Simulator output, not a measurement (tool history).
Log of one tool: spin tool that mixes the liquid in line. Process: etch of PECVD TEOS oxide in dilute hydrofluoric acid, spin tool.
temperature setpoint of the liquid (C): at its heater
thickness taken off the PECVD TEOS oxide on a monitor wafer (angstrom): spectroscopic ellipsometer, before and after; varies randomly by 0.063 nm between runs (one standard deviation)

run,hour,temperature setpoint of the liquid (C),parts of water to one part of 49 % hydrofluoric acid (parts by volume),time under the liquid (s),thickness taken off the PECVD TEOS oxide on a monitor wafer (angstrom)
1,0,22,160,50,75.692
2,8.5,22,135,50,91.087
3,9.2,21,140,50,83.296
4,11.8,20,140,50,81.633
5,17.6,19.5,145,50,76.867
6,21.4,19,145,50,74.996

Run 7, settings as shown, results not yet in. Your forecast:
7,26.1,18.5,145,50,?

Run 7 yielded thickness taken off the PECVD TEOS oxide on a monitor wafer (angstrom) 74.844.
